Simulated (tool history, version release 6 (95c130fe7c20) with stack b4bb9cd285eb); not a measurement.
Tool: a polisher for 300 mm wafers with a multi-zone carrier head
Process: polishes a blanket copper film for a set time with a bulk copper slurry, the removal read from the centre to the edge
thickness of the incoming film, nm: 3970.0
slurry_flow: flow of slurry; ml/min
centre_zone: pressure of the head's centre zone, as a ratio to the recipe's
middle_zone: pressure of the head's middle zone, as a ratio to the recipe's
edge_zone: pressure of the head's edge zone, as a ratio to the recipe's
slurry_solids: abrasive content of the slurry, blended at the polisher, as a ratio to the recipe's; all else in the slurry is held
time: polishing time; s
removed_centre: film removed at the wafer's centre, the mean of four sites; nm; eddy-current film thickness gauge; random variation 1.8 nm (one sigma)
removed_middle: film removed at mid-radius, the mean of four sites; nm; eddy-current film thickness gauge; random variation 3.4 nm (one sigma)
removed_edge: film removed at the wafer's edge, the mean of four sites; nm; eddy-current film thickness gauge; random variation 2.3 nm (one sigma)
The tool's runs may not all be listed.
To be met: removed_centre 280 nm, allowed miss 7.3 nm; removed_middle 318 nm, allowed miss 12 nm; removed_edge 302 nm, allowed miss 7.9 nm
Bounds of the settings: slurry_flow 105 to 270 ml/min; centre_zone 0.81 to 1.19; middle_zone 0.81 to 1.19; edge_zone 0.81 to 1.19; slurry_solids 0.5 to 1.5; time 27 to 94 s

| run | hour | slurry_flow | centre_zone | middle_zone | edge_zone | slurry_solids | time | removed_centre | removed_middle | removed_edge |
|---|---|---|---|---|---|---|---|---|---|---|
| 1 | 0 | 175 | 1 | 1 | 1 | 1 | 60 | 368.18 | 373.41 | 366.29 |
| 2 | 6.5 | 165 | 0.96 | 0.99 | 0.95 | 0.9 | 60 | 335.1 | 356.16 | 341.6 |
| 3 | 13.5 | 135 | 0.96 | 0.99 | 0.95 | 0.9 | 60 | 323.41 | 341.52 | 339.92 |
| 4 | 18.8 | 135 | 0.94 | 0.98 | 0.91 | 0.85 | 60 | 307.89 | 336.87 | 325.39 |
| 5 | 20.8 | 135 | 0.94 | 0.98 | 0.95 | 0.85 | 60 | 314.33 | 325.66 | 329.79 |
| 6 | 29.6 | 135 | 0.94 | 0.98 | 0.95 | 1.05 | 60 | 331.08 | 354.65 | 352.41 |
| 7 | 35 | 140 | 0.92 | 0.97 | 0.91 | 0.95 | 60 | 319.18 | 340.15 | 337.38 |
|  | 39 | worn pad replaced by a new one |
| 8 | 39 | 140 | 0.9 | 0.97 | 0.89 | 0.9 | 60 | 339.25 | 381.18 | 368.88 |
| 9 | 41.8 | 115 | 0.96 | 1.07 | 0.99 | 0.95 | 58 | 334.1 | 391.02 | 364.25 |
| 10 | 47.9 | 120 | 0.94 | 1.04 | 0.94 | 0.9 | 58 | 326.83 | 364.83 | 353.58 |
| 11 | 50.9 | 135 | 0.91 | 1.01 | 0.9 | 0.75 | 57 | 306.55 | 344.83 | 330.62 |
| 12 | 57.9 | 125 | 0.91 | 1 | 0.87 | 0.7 | 57 | 288.22 | 331.67 | 314.87 |

Which of these 5 next moves meets every target?
| A | 64.9 | 150 | 0.96 | 1.01 | 0.98 | 0.55 | 51 | ? | ? | ? |
| B | 64.9 | 160 | 0.87 | 0.97 | 0.83 | 0.75 | 52 | ? | ? | ? |
| C | 64.9 | 185 | 0.91 | 1.12 | 0.81 | 0.55 | 56 | ? | ? | ? |
| D | 64.9 | 115 | 0.87 | 1.03 | 0.88 | 0.7 | 55 | ? | ? | ? |
| E | 64.9 | 185 | 0.94 | 0.98 | 0.86 | 0.5 | 58 | ? | ? | ? |

| move | removed_centre | removed_middle | removed_edge |
|---|---|---|---|
| A | 267.78 | 284.06 | 283.22 |
| B | 278.34 | 314.91 | 303.94 |
| C | 291.67 | 354.75 | 297.67 |
| D | 262.82 | 316.1 | 303.26 |
| E | 300.91 | 316.44 | 304.58 |
A: takes the result that was furthest off past its target
B: meets every target
C: brings the result that was furthest off to its target, and leaves another outside
D: brings the result that was furthest off to its target, and leaves another outside
E: brings the result that was furthest off to its target, and leaves another outside
Answer: B

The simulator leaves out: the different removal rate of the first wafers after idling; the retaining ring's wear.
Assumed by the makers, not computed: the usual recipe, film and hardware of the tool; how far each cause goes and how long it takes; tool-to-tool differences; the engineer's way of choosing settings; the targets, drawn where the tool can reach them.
